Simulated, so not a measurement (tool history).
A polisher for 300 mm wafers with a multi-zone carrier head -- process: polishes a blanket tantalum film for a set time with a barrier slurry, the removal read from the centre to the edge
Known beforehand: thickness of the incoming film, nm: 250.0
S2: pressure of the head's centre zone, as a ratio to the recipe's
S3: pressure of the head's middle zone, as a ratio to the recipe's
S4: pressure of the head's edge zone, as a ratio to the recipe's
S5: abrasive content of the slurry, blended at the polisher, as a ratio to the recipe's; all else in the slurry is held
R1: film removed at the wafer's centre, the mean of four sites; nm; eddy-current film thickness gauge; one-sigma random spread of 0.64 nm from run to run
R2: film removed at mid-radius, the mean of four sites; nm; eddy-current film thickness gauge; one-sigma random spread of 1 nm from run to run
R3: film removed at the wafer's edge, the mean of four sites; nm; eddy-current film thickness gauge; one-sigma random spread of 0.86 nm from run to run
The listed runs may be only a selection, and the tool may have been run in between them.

{"run": 1, "day": 0.0, "flow of slurry (ml/min)": 230, "S2": 1, "S3": 1, "S4": 1, "S5": 1, "polishing time (s)": 49, "R1": 88.608, "R2": 85.296, "R3": 94.344}
{"run": 2, "day": 0.267, "flow of slurry (ml/min)": 230, "S2": 1, "S3": 1, "S4": 1, "S5": 0.8, "polishing time (s)": 49, "R1": 80.953, "R2": 77.962, "R3": 87.191}
{"run": 3, "day": 0.471, "flow of slurry (ml/min)": 230, "S2": 1, "S3": 1, "S4": 1.04, "S5": 0.8, "polishing time (s)": 49, "R1": 81.442, "R2": 80.769, "R3": 85.692}
{"run": 4, "day": 0.583, "flow of slurry (ml/min)": 225, "S2": 1.02, "S3": 0.98, "S4": 1.04, "S5": 0.75, "polishing time (s)": 49, "R1": 80.686, "R2": 76.184, "R3": 82.48}
{"run": 5, "day": 0.929, "flow of slurry (ml/min)": 215, "S2": 1.03, "S3": 0.96, "S4": 1.04, "S5": 0.75, "polishing time (s)": 49, "R1": 81.342, "R2": 72.467, "R3": 82.323}
{"run": 6, "day": 1.179, "flow of slurry (ml/min)": 210, "S2": 1.04, "S3": 0.96, "S4": 1.05, "S5": 0.7, "polishing time (s)": 49, "R1": 78.916, "R2": 71.477, "R3": 82.063}
{"run": 7, "day": 1.212, "flow of slurry (ml/min)": 210, "S2": 1.04, "S3": 0.96, "S4": 1.05, "S5": 0.7, "polishing time (s)": 49, "R1": 79.151, "R2": 70.546, "R3": 80.659}
{"run": 8, "day": 1.238, "flow of slurry (ml/min)": 215, "S2": 1.05, "S3": 0.97, "S4": 1.05, "S5": 0.65, "polishing time (s)": 49, "R1": 76.093, "R2": 68.347, "R3": 79.225}

What will run 9 give?
{"run": 9, "day": 1.342, "flow of slurry (ml/min)": 240, "S2": 1.06, "S3": 0.96, "S4": 1.09, "S5": 0.65, "polishing time (s)": 48, "R1": "?", "R2": "?", "R3": "?"}

R1: 77.525 nm
R2: 68.195 nm
R3: 77.124 nm
